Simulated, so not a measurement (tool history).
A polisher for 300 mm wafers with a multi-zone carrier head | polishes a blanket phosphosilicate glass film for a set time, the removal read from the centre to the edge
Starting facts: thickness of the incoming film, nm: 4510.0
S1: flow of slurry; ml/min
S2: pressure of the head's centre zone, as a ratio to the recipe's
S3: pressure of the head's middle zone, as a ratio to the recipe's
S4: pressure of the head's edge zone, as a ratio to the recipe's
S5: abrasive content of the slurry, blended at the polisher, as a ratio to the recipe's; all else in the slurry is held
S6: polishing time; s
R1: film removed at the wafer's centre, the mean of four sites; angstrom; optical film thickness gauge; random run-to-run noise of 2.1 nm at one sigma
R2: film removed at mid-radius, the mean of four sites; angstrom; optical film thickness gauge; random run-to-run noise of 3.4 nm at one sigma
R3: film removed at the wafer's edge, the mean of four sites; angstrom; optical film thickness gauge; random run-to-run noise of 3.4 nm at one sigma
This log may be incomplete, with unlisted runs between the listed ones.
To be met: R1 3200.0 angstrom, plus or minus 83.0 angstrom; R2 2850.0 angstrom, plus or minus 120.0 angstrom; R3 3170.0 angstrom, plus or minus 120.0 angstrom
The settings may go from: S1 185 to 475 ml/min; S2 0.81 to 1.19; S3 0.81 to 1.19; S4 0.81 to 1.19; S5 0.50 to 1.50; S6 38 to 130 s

{"run": 1, "hour": 0.0, "S1": 305, "S2": 1.0, "S3": 1.0, "S4": 1.0, "S5": 1.0, "S6": 84, "R1": 5184.4, "R2": 5199.9, "R3": 5103.3}
{"run": 2, "hour": 1.7, "S1": 305, "S2": 1.0, "S3": 1.0, "S4": 0.95, "S5": 1.0, "S6": 84, "R1": 5171.3, "R2": 5274.8, "R3": 4912.3}
{"run": 3, "hour": 5.7, "S1": 305, "S2": 1.0, "S3": 1.0, "S4": 0.99, "S5": 1.0, "S6": 84, "R1": 5153.9, "R2": 5190.2, "R3": 4964.7}
{"run": 4, "hour": 12.1, "S1": 300, "S2": 0.99, "S3": 0.96, "S4": 0.99, "S5": 0.9, "S6": 80, "R1": 4721.1, "R2": 4653.5, "R3": 4565.9}
{"run": 5, "hour": 19.9, "S1": 300, "S2": 0.99, "S3": 0.96, "S4": 0.99, "S5": 1.0, "S6": 80, "R1": 4817.4, "R2": 4857.5, "R3": 4713.8}
{"run": 6, "hour": 27.9, "S1": 300, "S2": 0.99, "S3": 0.93, "S4": 1.01, "S5": 0.9, "S6": 76, "R1": 4450.0, "R2": 4216.5, "R3": 4331.1}
{"run": 7, "hour": 32.6, "S1": 300, "S2": 0.98, "S3": 0.91, "S4": 1.01, "S5": 0.8, "S6": 74, "R1": 4124.1, "R2": 3895.0, "R3": 4124.4}
{"run": 8, "hour": 38.6, "S1": 290, "S2": 0.98, "S3": 0.82, "S4": 0.91, "S5": 0.55, "S6": 62, "R1": 3067.0, "R2": 2644.7, "R3": 2914.8}
{"run": 9, "hour": 47.6, "S1": 300, "S2": 0.98, "S3": 0.83, "S4": 0.93, "S5": 0.55, "S6": 62, "R1": 3077.9, "R2": 2769.7, "R3": 2938.8}

Consider the 5 candidate settings below. Which is the only one whose results all fall within their allowed miss of target?
{"run": "A", "hour": 56.6, "S1": 255, "S2": 0.93, "S3": 0.81, "S4": 1.07, "S5": 0.8, "S6": 61, "R1": "?", "R2": "?", "R3": "?"}
{"run": "B", "hour": 56.6, "S1": 295, "S2": 0.94, "S3": 0.81, "S4": 1.1, "S5": 0.65, "S6": 64, "R1": "?", "R2": "?", "R3": "?"}
{"run": "C", "hour": 56.6, "S1": 280, "S2": 0.95, "S3": 0.81, "S4": 0.93, "S5": 0.55, "S6": 67, "R1": "?", "R2": "?", "R3": "?"}
{"run": "D", "hour": 56.6, "S1": 295, "S2": 0.86, "S3": 0.81, "S4": 1.06, "S5": 0.6, "S6": 66, "R1": "?", "R2": "?", "R3": "?"}
{"run": "E", "hour": 56.6, "S1": 195, "S2": 0.88, "S3": 0.81, "S4": 0.9, "S5": 0.65, "S6": 66, "R1": "?", "R2": "?", "R3": "?"}

move=A R1=3207.5 R2=2908.9 R3=3510.1
move=B R1=3227.3 R2=2892.2 R3=3521.2
move=C R1=3212.4 R2=2852.3 R3=3231.0
move=D R1=2980.3 R2=2906.4 R3=3478.3
move=E R1=2959.3 R2=2840.6 R3=3208.8
A: moves the result that the last run missed by most past its target, out the other side
B: moves the result that the last run missed by most past its target, out the other side
C: every result lands within tolerance
D: moves the result that the last run missed by most past its target, out the other side
E: meets the target for the result that was furthest off, but another lies outside its allowed miss
Go with C: it meets all targets.

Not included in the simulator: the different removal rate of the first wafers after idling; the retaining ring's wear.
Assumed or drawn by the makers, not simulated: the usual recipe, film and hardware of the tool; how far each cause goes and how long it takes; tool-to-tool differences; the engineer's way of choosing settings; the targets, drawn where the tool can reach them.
